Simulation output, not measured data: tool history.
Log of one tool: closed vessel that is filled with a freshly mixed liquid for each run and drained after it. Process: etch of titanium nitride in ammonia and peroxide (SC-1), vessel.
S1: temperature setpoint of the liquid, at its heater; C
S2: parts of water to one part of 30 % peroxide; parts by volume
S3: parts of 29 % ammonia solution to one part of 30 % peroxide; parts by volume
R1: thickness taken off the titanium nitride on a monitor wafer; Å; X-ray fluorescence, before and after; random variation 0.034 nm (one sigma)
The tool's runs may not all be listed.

{"run": 1, "hour": 0.0, "S1": 50, "S2": 26.5, "S3": 0.5, "time in the liquid (s)": 420, "R1": 227.52}
{"run": 2, "hour": 2.7, "S1": 50, "S2": 34, "S3": 0.5, "time in the liquid (s)": 420, "R1": 198.49}
{"run": 3, "hour": 3.3, "S1": 53.5, "S2": 34, "S3": 0.5, "time in the liquid (s)": 420, "R1": 250.12}
{"run": 4, "hour": 10.5, "S1": 51, "S2": 34, "S3": 0.5, "time in the liquid (s)": 420, "R1": 211.17}
{"run": 5, "hour": 13.7, "S1": 49, "S2": 34, "S3": 0.5, "time in the liquid (s)": 420, "R1": 184.42}
{"run": 6, "hour": 21.5, "S1": 54.5, "S2": 34, "S3": 0.5, "time in the liquid (s)": 420, "R1": 266.69}
{"run": 7, "hour": 27.2, "S1": 46.5, "S2": 34, "S3": 0.5, "time in the liquid (s)": 420, "R1": 155.24}
{"run": 8, "hour": 33.1, "S1": 45.5, "S2": 34, "S3": 0.5, "time in the liquid (s)": 420, "R1": 144.22}

Run 9 comes next. What will it give?
{"run": 9, "hour": 37.0, "S1": 44.5, "S2": 34, "S3": 0.5, "time in the liquid (s)": 420, "R1": "?"}

Run 9 gave R1 134.12 Å.

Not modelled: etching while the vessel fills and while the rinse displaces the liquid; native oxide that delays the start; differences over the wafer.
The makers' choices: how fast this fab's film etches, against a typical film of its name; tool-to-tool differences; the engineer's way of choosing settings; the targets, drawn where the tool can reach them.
